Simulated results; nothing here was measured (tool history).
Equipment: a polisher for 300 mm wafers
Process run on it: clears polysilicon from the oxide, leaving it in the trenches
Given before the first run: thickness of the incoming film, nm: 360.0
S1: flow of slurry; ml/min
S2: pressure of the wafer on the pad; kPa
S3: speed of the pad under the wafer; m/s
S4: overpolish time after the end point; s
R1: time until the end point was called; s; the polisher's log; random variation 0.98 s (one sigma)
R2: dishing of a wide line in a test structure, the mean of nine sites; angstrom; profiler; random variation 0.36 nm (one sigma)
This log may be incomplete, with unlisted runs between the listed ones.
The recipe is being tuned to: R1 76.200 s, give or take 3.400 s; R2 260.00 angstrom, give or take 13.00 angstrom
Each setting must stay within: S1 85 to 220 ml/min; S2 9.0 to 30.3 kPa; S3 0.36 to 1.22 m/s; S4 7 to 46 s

Run 1, hour 0.0: S1 140 ml/min, S2 19.3 kPa, S3 0.78 m/s, S4 24 s. Result: R1 38.177 s, R2 631.12 angstrom.
Run 2, hour 2.5: S1 145 ml/min, S2 16.5 kPa, S3 0.74 m/s, S4 20 s. Result: R1 44.794 s, R2 601.54 angstrom.
Run 3, hour 7.2: S1 145 ml/min, S2 13.8 kPa, S3 0.74 m/s, S4 20 s. Result: R1 52.420 s, R2 562.36 angstrom.
Run 4, hour 12.7: S1 130 ml/min, S2 12.4 kPa, S3 0.72 m/s, S4 17 s. Result: R1 60.870 s, R2 516.90 angstrom.
Run 5, hour 17.3: S1 120 ml/min, S2 11.7 kPa, S3 0.72 m/s, S4 14 s. Result: R1 64.967 s, R2 455.03 angstrom.
Run 6, hour 24.1: S1 120 ml/min, S2 11.7 kPa, S3 0.64 m/s, S4 14 s. Result: R1 73.034 s, R2 424.36 angstrom.
Run 7, hour 32.8: S1 110 ml/min, S2 13.8 kPa, S3 0.56 m/s, S4 12 s. Result: R1 71.667 s, R2 394.25 angstrom.
Run 8, hour 37.9: S1 105 ml/min, S2 14.5 kPa, S3 0.50 m/s, S4 11 s. Result: R1 78.533 s, R2 352.78 angstrom.
Run 9, hour 41.1: S1 100 ml/min, S2 15.9 kPa, S3 0.46 m/s, S4 10 s. Result: R1 76.342 s, R2 333.33 angstrom.
Run 10, hour 50.0: S1 95 ml/min, S2 16.5 kPa, S3 0.44 m/s, S4 9 s. Result: R1 79.209 s, R2 304.14 angstrom.

Next run, 5 choices. One meets every target within its allowed miss, the rest don't. Which?
Run A, hour 58.9: S1 90 ml/min, S2 15.9 kPa, S3 0.46 m/s, S4 12 s. Result: R1 ?, R2 ?.
Run B, hour 58.9: S1 85 ml/min, S2 16.5 kPa, S3 0.48 m/s, S4 7 s. Result: R1 ?, R2 ?.
Run C, hour 58.9: S1 85 ml/min, S2 17.2 kPa, S3 0.44 m/s, S4 13 s. Result: R1 ?, R2 ?.
Run D, hour 58.9: S1 85 ml/min, S2 18.6 kPa, S3 0.36 m/s, S4 7 s. Result: R1 ?, R2 ?.
Run E, hour 58.9: S1 85 ml/min, S2 22.8 kPa, S3 0.38 m/s, S4 7 s. Result: R1 ?, R2 ?.

move      R1      R2
   A  80.356  364.48
   B  75.524  260.11
   C  78.575  388.66
   D  87.131  232.67
   E  69.114  278.13
A: further off than the last run
B: meets every target
C: further off than the last run
D: carries the result that was furthest off beyond its target, to the other side
E: closes in on the targets versus the last run, not all within tolerance yet
B is the move that brings every result within its allowed miss.
